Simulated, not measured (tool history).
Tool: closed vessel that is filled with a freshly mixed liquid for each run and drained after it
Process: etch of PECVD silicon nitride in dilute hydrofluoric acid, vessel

run,day,temperature setpoint of the liquid (C),parts of water to one part of 49 % hydrofluoric acid (parts by volume),time in the liquid (s),thickness taken off the PECVD silicon nitride on a monitor wafer (angstrom)
1,0,24,60,65,50.524
2,0.167,26,60,65,57.624
3,0.238,24,60,65,50.547
4,0.446,22,60,65,44.317
5,0.788,25,60,65,54.299
6,0.979,23.5,65,65,45.163
7,1.158,22,65,65,40.54

Estimate the outcome of run 8 from the log above:
8,1.525,21,65,65,?

Run 8 gave thickness taken off the PECVD silicon nitride on a monitor wafer (angstrom) 38.182.

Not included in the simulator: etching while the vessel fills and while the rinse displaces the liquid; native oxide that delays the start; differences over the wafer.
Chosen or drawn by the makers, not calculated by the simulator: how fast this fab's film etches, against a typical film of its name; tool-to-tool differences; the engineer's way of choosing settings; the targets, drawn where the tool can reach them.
